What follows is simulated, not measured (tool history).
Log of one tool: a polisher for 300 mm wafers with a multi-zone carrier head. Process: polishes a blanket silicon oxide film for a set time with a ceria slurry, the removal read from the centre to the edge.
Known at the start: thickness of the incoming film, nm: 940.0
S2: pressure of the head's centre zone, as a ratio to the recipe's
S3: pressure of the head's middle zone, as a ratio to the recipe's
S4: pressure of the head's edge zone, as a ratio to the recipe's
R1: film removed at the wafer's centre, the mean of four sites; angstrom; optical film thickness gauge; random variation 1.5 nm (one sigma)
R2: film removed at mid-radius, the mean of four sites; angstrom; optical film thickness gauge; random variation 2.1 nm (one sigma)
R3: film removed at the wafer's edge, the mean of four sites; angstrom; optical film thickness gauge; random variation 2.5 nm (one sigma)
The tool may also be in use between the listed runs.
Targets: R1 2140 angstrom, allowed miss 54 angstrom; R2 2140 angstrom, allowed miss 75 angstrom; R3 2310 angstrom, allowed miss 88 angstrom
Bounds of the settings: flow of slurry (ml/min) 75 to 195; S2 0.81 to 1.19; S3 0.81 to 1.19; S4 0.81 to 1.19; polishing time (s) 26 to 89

Run 1, hour 0: flow of slurry (ml/min) 125, S2 1, S3 1, S4 1, polishing time (s) 57. Result: R1 3589.3 angstrom, R2 3516.5 angstrom, R3 3600.7 angstrom.
Run 2, hour 8.9: flow of slurry (ml/min) 125, S2 1, S3 1, S4 1.06, polishing time (s) 57. Result: R1 3574.5 angstrom, R2 3560.4 angstrom, R3 3691.3 angstrom.
Run 3, hour 13.5: flow of slurry (ml/min) 120, S2 0.99, S3 0.99, S4 1.04, polishing time (s) 55. Result: R1 3339 angstrom, R2 3336.7 angstrom, R3 3511.1 angstrom.
Run 4, hour 16.6: flow of slurry (ml/min) 120, S2 0.98, S3 0.98, S4 1.02, polishing time (s) 53. Result: R1 3199.9 angstrom, R2 3191.3 angstrom, R3 3362.1 angstrom.
Run 5, hour 20.7: flow of slurry (ml/min) 120, S2 0.98, S3 0.98, S4 1.02, polishing time (s) 58. Result: R1 3519.2 angstrom, R2 3510.8 angstrom, R3 3701 angstrom.
Run 6, hour 25.6: flow of slurry (ml/min) 120, S2 1.02, S3 0.98, S4 1.02, polishing time (s) 58. Result: R1 3674.5 angstrom, R2 3491.3 angstrom, R3 3660.9 angstrom.
Run 7, hour 30.4: flow of slurry (ml/min) 120, S2 1.02, S3 0.98, S4 1.02, polishing time (s) 58. Result: R1 3660.2 angstrom, R2 3468.1 angstrom, R3 3621.2 angstrom.
Run 8, hour 35.2: flow of slurry (ml/min) 115, S2 1.01, S3 0.97, S4 1, polishing time (s) 56. Result: R1 3443.7 angstrom, R2 3335.9 angstrom, R3 3498.7 angstrom.
Run 9, hour 38.6: flow of slurry (ml/min) 115, S2 1, S3 0.96, S4 0.99, polishing time (s) 53. Result: R1 3265.8 angstrom, R2 3100.3 angstrom, R3 3218.4 angstrom.
Run 10, hour 46.7: flow of slurry (ml/min) 110, S2 0.98, S3 0.95, S4 0.98, polishing time (s) 52. Result: R1 3088.3 angstrom, R2 3029.4 angstrom, R3 3191.3 angstrom.
Run 11, hour 48.7: flow of slurry (ml/min) 110, S2 0.97, S3 0.94, S4 0.97, polishing time (s) 50. Result: R1 2923.1 angstrom, R2 2831.7 angstrom, R3 3068.9 angstrom.
Run 12, hour 51.5: flow of slurry (ml/min) 110, S2 0.96, S3 0.94, S4 0.96, polishing time (s) 49. Result: R1 2805.8 angstrom, R2 2820.4 angstrom, R3 2949.1 angstrom.
Run 13, hour 53.4: flow of slurry (ml/min) 80, S2 0.91, S3 0.84, S4 0.87, polishing time (s) 39. Result: R1 1870.8 angstrom, R2 1866.3 angstrom, R3 2098 angstrom.
Run 14, hour 58.6: flow of slurry (ml/min) 85, S2 0.91, S3 0.84, S4 0.87, polishing time (s) 39. Result: R1 1948.3 angstrom, R2 1872.7 angstrom, R3 2141.4 angstrom.
Run 15, hour 62.3: flow of slurry (ml/min) 90, S2 0.91, S3 0.85, S4 0.87, polishing time (s) 39. Result: R1 2000.5 angstrom, R2 1885.1 angstrom, R3 2171.8 angstrom.
Run 16, hour 64.4: flow of slurry (ml/min) 90, S2 0.91, S3 0.86, S4 0.87, polishing time (s) 39. Result: R1 1990.4 angstrom, R2 1932.9 angstrom, R3 2159 angstrom.
Run 17, hour 65.3: flow of slurry (ml/min) 125, S2 0.91, S3 0.89, S4 0.91, polishing time (s) 40. Result: R1 2248.9 angstrom, R2 2240.9 angstrom, R3 2398.6 angstrom.

Which of these 5 next moves meets every target?
Run A, hour 66.2: flow of slurry (ml/min) 120, S2 0.93, S3 0.92, S4 0.97, polishing time (s) 37. Result: R1 ?, R2 ?, R3 ?.
Run B, hour 66.2: flow of slurry (ml/min) 140, S2 0.9, S3 0.83, S4 0.82, polishing time (s) 43. Result: R1 ?, R2 ?, R3 ?.
Run C, hour 66.2: flow of slurry (ml/min) 85, S2 0.99, S3 0.81, S4 0.87, polishing time (s) 44. Result: R1 ?, R2 ?, R3 ?.
Run D, hour 66.2: flow of slurry (ml/min) 100, S2 0.83, S3 0.81, S4 0.96, polishing time (s) 43. Result: R1 ?, R2 ?, R3 ?.
Run E, hour 66.2: flow of slurry (ml/min) 180, S2 0.87, S3 0.81, S4 0.95, polishing time (s) 38. Result: R1 ?, R2 ?, R3 ?.

move      R1      R2      R3
   A  2119.7  2113.6  2268.2
   B  2477.3  2339.2  2504.5
   C  2392.1  2052.8  2401.9
   D  2076.5  2112.3  2541.2
   E  2228.4  2122.6  2447.6
A: meets every target
B: further off than the last run
C: further off than the last run
D: takes the result that was furthest off past its target
E: nearer than the last run, and not there yet
Move A is the one to make.

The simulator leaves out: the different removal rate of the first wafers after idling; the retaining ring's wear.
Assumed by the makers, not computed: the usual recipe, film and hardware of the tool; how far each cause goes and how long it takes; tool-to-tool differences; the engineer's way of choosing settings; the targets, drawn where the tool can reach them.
